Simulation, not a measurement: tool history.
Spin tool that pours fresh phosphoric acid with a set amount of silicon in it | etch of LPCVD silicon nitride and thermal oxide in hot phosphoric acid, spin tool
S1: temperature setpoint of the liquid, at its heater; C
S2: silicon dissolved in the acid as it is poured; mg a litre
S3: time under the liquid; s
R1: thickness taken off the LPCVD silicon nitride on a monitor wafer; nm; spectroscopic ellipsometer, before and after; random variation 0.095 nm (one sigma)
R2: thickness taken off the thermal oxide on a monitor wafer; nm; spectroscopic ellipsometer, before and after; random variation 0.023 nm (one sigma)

run 1 hour=0 | S1=161 S2=27 S3=180 | R1=15.585 R2=0.25187
run 2 hour=7.1 | S1=161 S2=18.5 S3=180 | R1=15.547 R2=0.45417
run 3 hour=7.6 | S1=161 S2=29.5 S3=180 | R1=15.561 R2=0.2116
run 4 hour=16.1 | S1=162 S2=29.5 S3=180 | R1=16.005 R2=0.30378
run 5 hour=23.2 | S1=162 S2=24 S3=180 | R1=16.072 R2=0.3451
run 6 hour=26 | S1=162.5 S2=29.5 S3=190 | R1=17.265 R2=0.33683
run 7 hour=31.5 | S1=162.5 S2=34 S3=200 | R1=18.24 R2=0.31236

The next listed run, before its measurement:
run 8 hour=39.4 | S1=162.5 S2=37.5 S3=210 | R1=? R2=?

R1: 18.881 nm
R2: 0.24004 nm
